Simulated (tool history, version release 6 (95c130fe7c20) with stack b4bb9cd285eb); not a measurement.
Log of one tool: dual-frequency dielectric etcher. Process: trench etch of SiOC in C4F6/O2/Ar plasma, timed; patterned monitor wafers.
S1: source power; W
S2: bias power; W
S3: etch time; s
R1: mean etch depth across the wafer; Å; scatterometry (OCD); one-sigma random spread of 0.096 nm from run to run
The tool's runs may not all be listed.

run,day,S1,S2,S3,R1
1,0.000,310,200,14,257.84
2,0.096,310,177,14,246.22
3,0.154,310,177,14,246.29
4,0.204,330,181,14,256.14
5,0.450,330,181,14,257.59
6,0.542,340,183,14,261.53
7,0.579,350,185,14,267.05

Run 8 is up next; what results do you expect?
8,0.900,360,186,14,?

R1: 270.88 Å
